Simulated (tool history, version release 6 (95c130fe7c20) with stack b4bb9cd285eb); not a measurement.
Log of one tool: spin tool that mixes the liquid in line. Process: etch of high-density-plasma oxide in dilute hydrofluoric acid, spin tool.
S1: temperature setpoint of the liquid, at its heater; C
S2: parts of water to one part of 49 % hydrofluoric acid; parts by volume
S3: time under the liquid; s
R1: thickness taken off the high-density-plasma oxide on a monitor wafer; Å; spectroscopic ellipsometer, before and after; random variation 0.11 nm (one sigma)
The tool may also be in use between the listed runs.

run  hour    S1  S2   S3      R1
  1     0    26  65  120  121.69
  2   7.3  26.5  65  120  122.93
  3  13.7  26.5  65  120  122.93
  4  18.3  29.5  65  120  138.43
  5  21.1    30  65  120   141.6
  6  21.9    30  75  120  120.71
  7  28.9  30.5  75  120  123.79
  8  34.5    31  75  120  126.69

Forecast run 9:
  9  41.5  31.5  75  120   ?

R1: 128.67 Å

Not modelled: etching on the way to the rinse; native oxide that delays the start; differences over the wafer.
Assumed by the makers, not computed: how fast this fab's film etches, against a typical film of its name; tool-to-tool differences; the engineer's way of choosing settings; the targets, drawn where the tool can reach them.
